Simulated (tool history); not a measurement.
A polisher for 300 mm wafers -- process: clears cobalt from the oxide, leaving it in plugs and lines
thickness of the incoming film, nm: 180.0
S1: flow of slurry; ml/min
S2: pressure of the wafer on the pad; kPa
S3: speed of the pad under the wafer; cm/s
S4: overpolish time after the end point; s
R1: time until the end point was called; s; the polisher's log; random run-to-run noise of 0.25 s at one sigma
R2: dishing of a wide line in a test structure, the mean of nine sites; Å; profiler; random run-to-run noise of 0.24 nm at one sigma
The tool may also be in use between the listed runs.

Run 1, hour 0: S1 270 ml/min, S2 13.8 kPa, S3 96 cm/s, S4 13 s. Result: R1 33.187 s, R2 155.62 Å.
Run 2, hour 6.2: S1 270 ml/min, S2 13.8 kPa, S3 96 cm/s, S4 8 s. Result: R1 33.16 s, R2 146.13 Å.
Run 3, hour 7.2: S1 235 ml/min, S2 13.8 kPa, S3 96 cm/s, S4 8 s. Result: R1 34.597 s, R2 143.91 Å.
Run 4, hour 10.5: S1 265 ml/min, S2 13.8 kPa, S3 96 cm/s, S4 8 s. Result: R1 33.74 s, R2 144.44 Å.
Run 5, hour 12.5: S1 265 ml/min, S2 16.5 kPa, S3 96 cm/s, S4 8 s. Result: R1 27.742 s, R2 155.5 Å.
Run 6, hour 14.7: S1 265 ml/min, S2 15.2 kPa, S3 96 cm/s, S4 8 s. Result: R1 29.835 s, R2 148.97 Å.

Estimate the outcome of run 7 from the log above:
Run 7, hour 15.2: S1 280 ml/min, S2 15.2 kPa, S3 96 cm/s, S4 8 s. Result: R1 ?, R2 ?.

{"run 7": {"R1": 30.099, "R2": 150.11}}
